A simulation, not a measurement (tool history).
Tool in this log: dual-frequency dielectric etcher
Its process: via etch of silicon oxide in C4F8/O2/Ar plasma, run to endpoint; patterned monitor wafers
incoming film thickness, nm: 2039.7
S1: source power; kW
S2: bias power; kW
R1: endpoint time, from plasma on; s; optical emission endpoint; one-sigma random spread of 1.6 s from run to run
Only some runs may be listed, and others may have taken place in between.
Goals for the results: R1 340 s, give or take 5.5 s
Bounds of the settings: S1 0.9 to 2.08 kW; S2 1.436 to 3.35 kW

run	day	S1	S2	R1
1	0	1.49	2.393	416.35
2	0.238	1.58	2.393	403.57
3	0.462	1.58	2.543	395.94
4	0.775	1.58	2.362	410.33
5	1.025	1.58	1.986	440.83
6	1.292	1.58	1.837	454.45
7	1.604	1.58	1.837	451.31
8	1.929	1.71	2.062	412.59
9	2.3	1.81	2.15	396.61
# day 2.358: source power generator calibrated
10	2.358	1.88	2.253	377.44
11	2.733	1.93	2.309	369.35
12	2.958	1.97	2.361	361.56

Which of these 4 next moves meets every target?
A	3.183	2.04	2.361	?
B	3.183	2.08	2.336	?
C	3.183	2.08	2.53	?
D	3.183	1.99	1.999	?

move	R1
A	355.41
B	353.81
C	342.16
D	386.09
A: closes in on the targets versus the last run, not all within tolerance yet
B: closes in on the targets versus the last run, not all within tolerance yet
C: each result inside its tolerance
D: lands further from the targets than the last run did
The right move is C.
